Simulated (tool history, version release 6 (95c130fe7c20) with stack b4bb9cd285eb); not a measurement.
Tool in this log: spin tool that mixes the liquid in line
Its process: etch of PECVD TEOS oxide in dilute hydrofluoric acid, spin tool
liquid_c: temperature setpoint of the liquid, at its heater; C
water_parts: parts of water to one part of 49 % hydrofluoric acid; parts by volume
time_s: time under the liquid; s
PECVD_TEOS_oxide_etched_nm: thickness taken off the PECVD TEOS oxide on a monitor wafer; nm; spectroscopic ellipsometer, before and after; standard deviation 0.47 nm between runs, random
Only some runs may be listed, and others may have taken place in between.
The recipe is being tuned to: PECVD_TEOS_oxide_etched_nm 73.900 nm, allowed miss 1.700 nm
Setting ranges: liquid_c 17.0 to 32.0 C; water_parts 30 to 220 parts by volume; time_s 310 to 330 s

| run | hour | liquid_c | water_parts | time_s | PECVD_TEOS_oxide_etched_nm |
|---|---|---|---|---|---|
| 1 | 0.0 | 24.0 | 125 | 310 | 40.588 |
| 2 | 1.6 | 24.0 | 140 | 310 | 35.414 |
| 3 | 7.0 | 25.0 | 135 | 310 | 38.607 |
| 4 | 14.1 | 25.0 | 135 | 330 | 41.037 |
| 5 | 15.0 | 26.0 | 130 | 330 | 43.921 |
| 6 | 21.8 | 26.5 | 120 | 330 | 49.466 |
| 7 | 23.5 | 27.0 | 115 | 330 | 52.859 |
| 8 | 28.1 | 27.5 | 110 | 330 | 57.335 |
| 9 | 31.8 | 28.0 | 110 | 330 | 58.219 |
| 10 | 33.3 | 28.5 | 110 | 330 | 59.727 |
| 11 | 34.1 | 29.0 | 110 | 330 | 61.055 |
| 12 | 35.5 | 29.5 | 110 | 330 | 62.142 |
| 13 | 37.6 | 30.0 | 110 | 330 | 63.055 |
| 14 | 43.1 | 30.0 | 110 | 330 | 62.983 |
| 15 | 45.8 | 30.5 | 110 | 330 | 63.614 |
| 16 | 50.9 | 31.5 | 105 | 330 | 70.411 |
| 17 | 57.3 | 32.0 | 105 | 330 | 71.579 |
| 18 | 59.5 | 32.0 | 100 | 330 | 75.695 |

Next run, 5 choices. One meets every target within its allowed miss, the rest don't. Which?
| A | 61.7 | 28.0 | 90 | 330 | ? |
| B | 61.7 | 27.5 | 80 | 315 | ? |
| C | 61.7 | 31.5 | 95 | 325 | ? |
| D | 61.7 | 31.0 | 95 | 330 | ? |
| E | 61.7 | 32.0 | 95 | 320 | ? |

| move | PECVD_TEOS_oxide_etched_nm |
|---|---|
| A | 73.073 |
| B | 78.029 |
| C | 77.277 |
| D | 77.019 |
| E | 77.511 |
A: all results in spec
B: the biggest miss grows against the last run
C: the biggest miss grows against the last run
D: the biggest miss grows against the last run
E: the biggest miss grows against the last run
Correct choice: A, which meets every target

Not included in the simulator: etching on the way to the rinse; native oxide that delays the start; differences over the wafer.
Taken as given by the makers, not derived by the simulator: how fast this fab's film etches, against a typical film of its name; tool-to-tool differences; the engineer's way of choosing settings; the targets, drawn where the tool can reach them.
